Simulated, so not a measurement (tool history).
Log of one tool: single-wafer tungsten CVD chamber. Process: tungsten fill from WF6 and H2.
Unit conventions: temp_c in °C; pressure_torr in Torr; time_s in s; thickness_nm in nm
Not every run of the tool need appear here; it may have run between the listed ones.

run,day,temp_c,pressure_torr,time_s,thickness_nm
1,0.000,390,30.0,12.4,30.185
2,0.300,390,27.5,12.4,29.393
3,0.621,395,27.5,12.4,32.133
4,0.742,395,27.5,12.4,32.175
5,0.921,393,27.5,12.4,30.941
6,1.283,393,27.5,12.8,32.007
7,1.450,391,27.5,12.8,30.848

What does the tool deliver on the next run?
8,1.696,390,27.5,12.8,?

Logged for run 8: thickness_nm 30.315 nm.
